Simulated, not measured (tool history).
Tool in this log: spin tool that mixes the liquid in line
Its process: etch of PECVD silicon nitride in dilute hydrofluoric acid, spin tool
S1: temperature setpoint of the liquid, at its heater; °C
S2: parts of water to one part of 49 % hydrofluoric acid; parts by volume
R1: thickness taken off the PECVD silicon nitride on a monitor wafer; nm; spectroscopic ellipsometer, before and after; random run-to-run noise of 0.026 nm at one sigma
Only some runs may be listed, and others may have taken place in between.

Run 1, hour 0.0: S1 25.0 °C, S2 125 parts by volume, time under the liquid (s) 270. Result: R1 14.5460 nm.
Run 2, hour 3.0: S1 22.5 °C, S2 130 parts by volume, time under the liquid (s) 270. Result: R1 11.8870 nm.
Run 3, hour 6.5: S1 21.0 °C, S2 135 parts by volume, time under the liquid (s) 270. Result: R1 10.3520 nm.
Run 4, hour 14.1: S1 20.0 °C, S2 140 parts by volume, time under the liquid (s) 270. Result: R1 9.2966 nm.
Run 5, hour 17.8: S1 19.0 °C, S2 140 parts by volume, time under the liquid (s) 270. Result: R1 8.8252 nm.
Run 6, hour 26.4: S1 18.5 °C, S2 140 parts by volume, time under the liquid (s) 270. Result: R1 8.4411 nm.
Run 7, hour 35.0: S1 18.0 °C, S2 140 parts by volume, time under the liquid (s) 270. Result: R1 8.1990 nm.

Run 8 comes next. What will it give?
Run 8, hour 43.9: S1 17.5 °C, S2 140 parts by volume, time under the liquid (s) 270. Result: R1 ?.

R1: 7.8319 nm

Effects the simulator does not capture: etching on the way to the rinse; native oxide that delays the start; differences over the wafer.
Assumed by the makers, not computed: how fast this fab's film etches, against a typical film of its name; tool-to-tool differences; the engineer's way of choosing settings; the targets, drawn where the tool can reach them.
